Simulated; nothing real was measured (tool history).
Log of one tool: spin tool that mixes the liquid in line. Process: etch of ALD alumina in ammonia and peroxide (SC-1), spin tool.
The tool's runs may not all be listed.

run  hour  temperature setpoint of the liquid (K)  parts of 29 % ammonia solution to one part of 30 % peroxide (parts by volume)  time under the liquid (s)  thickness taken off the ALD alumina on a monitor wafer (nm)
  1   0.0                                  326.15                                                                            0.5                         70                                                       4.4375
  2   4.4                                  325.65                                                                            0.5                         70                                                       4.3611
  3  11.5                                  325.15                                                                            0.5                         70                                                       4.1691
  4  14.0                                  325.15                                                                            0.5                         50                                                       3.0040
  5  18.5                                  326.15                                                                            0.5                         50                                                       3.1631
  6  21.0                                  327.15                                                                            0.5                         50                                                       3.3451
  7  22.1                                  328.15                                                                            0.5                         50                                                       3.5097

Estimate the outcome of run 8 from the log above:
  8  24.3                                  328.65                                                                            0.5                         50                                                            ?

{"run 8": {"thickness taken off the ALD alumina on a monitor wafer (nm)": 3.6292}}

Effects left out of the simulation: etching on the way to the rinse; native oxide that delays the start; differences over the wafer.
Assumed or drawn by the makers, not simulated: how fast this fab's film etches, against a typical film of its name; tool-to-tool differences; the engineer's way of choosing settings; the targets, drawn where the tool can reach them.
